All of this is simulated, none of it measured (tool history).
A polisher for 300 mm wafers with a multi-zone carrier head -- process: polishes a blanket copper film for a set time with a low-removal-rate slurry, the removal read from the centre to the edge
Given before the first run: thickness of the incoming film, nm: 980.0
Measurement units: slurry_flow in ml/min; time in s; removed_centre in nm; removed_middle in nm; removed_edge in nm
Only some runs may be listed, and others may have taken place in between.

run	day	slurry_flow	centre_zone	middle_zone	edge_zone	slurry_solids	time	removed_centre	removed_middle	removed_edge
1	0.000	285	1.00	1.00	1.00	1.00	76	118.200	120.970	119.190
2	0.375	285	1.00	1.00	1.00	1.00	68	104.980	106.430	106.680
3	0.529	285	1.00	1.00	1.06	1.00	68	105.750	107.600	109.200
4	0.796	285	1.00	0.94	1.06	1.00	68	105.430	102.480	110.220
5	1.046	300	1.02	0.92	1.10	1.05	68	109.310	102.300	111.920
6	1.388	300	1.02	0.92	1.10	1.05	50	79.430	75.024	84.025
7	1.471	290	1.03	0.90	1.11	1.15	56	92.671	84.115	96.103
8	1.675	285	1.04	0.90	1.12	1.25	59	100.180	90.827	104.390

Forecast run 9:
9	1.738	275	1.06	0.90	1.13	1.30	61	?	?	?

Logged for run 9: removed_centre 106.920 nm, removed_middle 95.068 nm, removed_edge 109.020 nm.

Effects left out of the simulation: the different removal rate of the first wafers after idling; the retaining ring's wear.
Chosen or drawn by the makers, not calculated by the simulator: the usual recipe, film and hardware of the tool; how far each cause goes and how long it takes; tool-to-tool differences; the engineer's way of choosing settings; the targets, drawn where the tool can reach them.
